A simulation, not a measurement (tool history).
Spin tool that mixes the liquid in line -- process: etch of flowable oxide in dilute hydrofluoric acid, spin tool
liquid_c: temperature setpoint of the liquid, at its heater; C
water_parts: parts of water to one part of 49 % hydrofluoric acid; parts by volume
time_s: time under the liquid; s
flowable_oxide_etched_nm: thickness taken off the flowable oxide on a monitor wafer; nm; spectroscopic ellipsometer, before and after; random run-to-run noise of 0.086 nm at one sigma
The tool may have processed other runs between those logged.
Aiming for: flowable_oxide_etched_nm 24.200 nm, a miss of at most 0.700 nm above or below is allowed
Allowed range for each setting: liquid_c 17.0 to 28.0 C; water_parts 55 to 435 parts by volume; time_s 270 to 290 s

Run 1, day 0.000: liquid_c 20.0 C, water_parts 245 parts by volume, time_s 270 s. Result: flowable_oxide_etched_nm 41.515 nm.
Run 2, day 0.154: liquid_c 19.5 C, water_parts 265 parts by volume, time_s 270 s. Result: flowable_oxide_etched_nm 37.110 nm.
Run 3, day 0.379: liquid_c 17.0 C, water_parts 265 parts by volume, time_s 270 s. Result: flowable_oxide_etched_nm 33.699 nm.
Run 4, day 0.679: liquid_c 17.0 C, water_parts 265 parts by volume, time_s 290 s. Result: flowable_oxide_etched_nm 36.236 nm.
Run 5, day 0.858: liquid_c 20.5 C, water_parts 265 parts by volume, time_s 290 s. Result: flowable_oxide_etched_nm 41.147 nm.
Run 6, day 1.217: liquid_c 19.5 C, water_parts 285 parts by volume, time_s 290 s. Result: flowable_oxide_etched_nm 36.427 nm.
Run 7, day 1.488: liquid_c 19.0 C, water_parts 300 parts by volume, time_s 290 s. Result: flowable_oxide_etched_nm 33.510 nm.
Run 8, day 1.612: liquid_c 19.0 C, water_parts 300 parts by volume, time_s 290 s. Result: flowable_oxide_etched_nm 33.418 nm.
Run 9, day 1.925: liquid_c 18.5 C, water_parts 315 parts by volume, time_s 290 s. Result: flowable_oxide_etched_nm 31.111 nm.
Run 10, day 1.950: liquid_c 18.0 C, water_parts 325 parts by volume, time_s 290 s. Result: flowable_oxide_etched_nm 29.224 nm.

Which one of the following 5 next-run settings gets every result inside its allowed miss? There is exactly one.
Run A, day 1.975: liquid_c 18.0 C, water_parts 370 parts by volume, time_s 270 s. Result: flowable_oxide_etched_nm ?.
Run B, day 1.975: liquid_c 18.0 C, water_parts 300 parts by volume, time_s 275 s. Result: flowable_oxide_etched_nm ?.
Run C, day 1.975: liquid_c 20.5 C, water_parts 405 parts by volume, time_s 270 s. Result: flowable_oxide_etched_nm ?.
Run D, day 1.975: liquid_c 18.0 C, water_parts 360 parts by volume, time_s 275 s. Result: flowable_oxide_etched_nm ?.
Run E, day 1.975: liquid_c 18.0 C, water_parts 350 parts by volume, time_s 285 s. Result: flowable_oxide_etched_nm ?.

move  flowable_oxide_etched_nm
   A                    22.871
   B                    30.451
   C                    22.173
   D                    24.137
   E                    25.940
A: moves the result that the last run missed by most past its target, out the other side
B: further off than the last run
C: moves the result that the last run missed by most past its target, out the other side
D: every result lands within tolerance
E: better than the last run, though not everything is in spec
So the answer is move D, the one that meets all the targets.
